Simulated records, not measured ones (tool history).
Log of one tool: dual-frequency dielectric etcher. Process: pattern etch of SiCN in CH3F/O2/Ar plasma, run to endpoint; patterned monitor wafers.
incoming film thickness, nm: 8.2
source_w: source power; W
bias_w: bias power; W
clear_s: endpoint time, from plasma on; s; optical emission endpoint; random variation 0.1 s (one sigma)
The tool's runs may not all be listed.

run	hour	source_w	bias_w	clear_s
1	0.0	460	94	17.368
2	4.5	460	80	18.561
3	8.0	520	80	17.381
4	14.5	450	80	18.685
5	18.2	470	81	18.153
6	23.3	480	82	17.955
7	29.8	490	82	17.736
8	35.5	500	82	17.573

The next listed run, before its measurement:
9	39.5	510	82	?

Run 9 gave clear_s 17.112 s.

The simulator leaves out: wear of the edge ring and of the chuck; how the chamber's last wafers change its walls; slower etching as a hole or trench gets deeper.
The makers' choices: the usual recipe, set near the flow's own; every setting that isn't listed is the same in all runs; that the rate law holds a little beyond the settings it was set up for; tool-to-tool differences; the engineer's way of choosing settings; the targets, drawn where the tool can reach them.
